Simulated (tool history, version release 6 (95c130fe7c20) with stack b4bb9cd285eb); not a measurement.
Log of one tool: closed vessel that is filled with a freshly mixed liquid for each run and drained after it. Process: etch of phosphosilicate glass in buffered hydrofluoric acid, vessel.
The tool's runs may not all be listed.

run,hour,temperature setpoint of the liquid (K),parts of 40 % ammonium fluoride to one part of 49 % hydrofluoric acid (parts by volume),time in the liquid (s),thickness taken off the phosphosilicate glass on a monitor wafer (Å)
1,0.0,295.15,9.5,30,2325.8
2,7.8,294.65,10.0,30,2238.6
3,14.2,294.65,8.5,30,2531.9
4,18.9,291.65,8.5,30,2121.6
5,22.1,291.65,8.5,30,2151.9
6,27.2,291.65,11.5,30,1638.2
7,29.2,291.65,12.0,30,1544.7
8,35.8,290.65,12.5,30,1422.0

Forecast run 9:
9,41.5,290.15,13.0,30,?

thickness taken off the phosphosilicate glass on a monitor wafer (Å): 1338.8
